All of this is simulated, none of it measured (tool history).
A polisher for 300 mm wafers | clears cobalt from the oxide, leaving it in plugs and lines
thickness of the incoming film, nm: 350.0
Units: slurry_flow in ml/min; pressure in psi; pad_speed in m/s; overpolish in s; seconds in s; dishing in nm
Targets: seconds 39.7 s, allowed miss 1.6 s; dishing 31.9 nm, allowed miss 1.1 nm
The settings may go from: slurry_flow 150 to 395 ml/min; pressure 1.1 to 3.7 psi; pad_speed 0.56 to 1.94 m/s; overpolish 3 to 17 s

run 1 hour=0 | slurry_flow=250 pressure=2.4 pad_speed=1.24 overpolish=9 | seconds=54.552 dishing=33.963
run 2 hour=2.9 | slurry_flow=250 pressure=2.2 pad_speed=1.24 overpolish=9 | seconds=58.99 dishing=32.248
run 3 hour=4.4 | slurry_flow=250 pressure=2.4 pad_speed=1.24 overpolish=8 | seconds=53.872 dishing=31.885
run 4 hour=13.1 | slurry_flow=250 pressure=2.4 pad_speed=1.24 overpolish=10 | seconds=54.081 dishing=34.993
run 5 hour=15.5 | slurry_flow=250 pressure=2.4 pad_speed=1.24 overpolish=12 | seconds=54.179 dishing=39.22
run 6 hour=21.6 | slurry_flow=250 pressure=2.6 pad_speed=1.24 overpolish=10 | seconds=50.442 dishing=37.116
run 7 hour=25.6 | slurry_flow=250 pressure=2.7 pad_speed=1.24 overpolish=9 | seconds=48.677 dishing=36
run 8 hour=29.8 | slurry_flow=250 pressure=2.7 pad_speed=1.24 overpolish=9 | seconds=48.335 dishing=35.492
run 9 hour=32.9 | slurry_flow=250 pressure=2.8 pad_speed=1.24 overpolish=8 | seconds=46.201 dishing=34.842
run 10 hour=35.8 | slurry_flow=250 pressure=2.9 pad_speed=1.24 overpolish=7 | seconds=44.967 dishing=32.596
run 11 hour=40.3 | slurry_flow=250 pressure=3 pad_speed=1.24 overpolish=7 | seconds=43.978 dishing=33.221
run 12 hour=42 | slurry_flow=250 pressure=3.1 pad_speed=1.24 overpolish=7 | seconds=41.31 dishing=34.053

Which of these 4 next moves meets every target?
run A hour=43.7 | slurry_flow=280 pressure=3 pad_speed=1.18 overpolish=7 | seconds=? dishing=?
run B hour=43.7 | slurry_flow=270 pressure=3.7 pad_speed=1.08 overpolish=6 | seconds=? dishing=?
run C hour=43.7 | slurry_flow=175 pressure=2.8 pad_speed=1.42 overpolish=8 | seconds=? dishing=?
run D hour=43.7 | slurry_flow=155 pressure=3.5 pad_speed=1.26 overpolish=7 | seconds=? dishing=?

move=A seconds=44.251 dishing=32.399
move=B seconds=39.416 dishing=31.676
move=C seconds=42.134 dishing=35.718
move=D seconds=38.94 dishing=34.717
A: brings the result that was furthest off to its target, and leaves another outside
B: meets every target
C: further off than the last run
D: further off than the last run
Answer: B
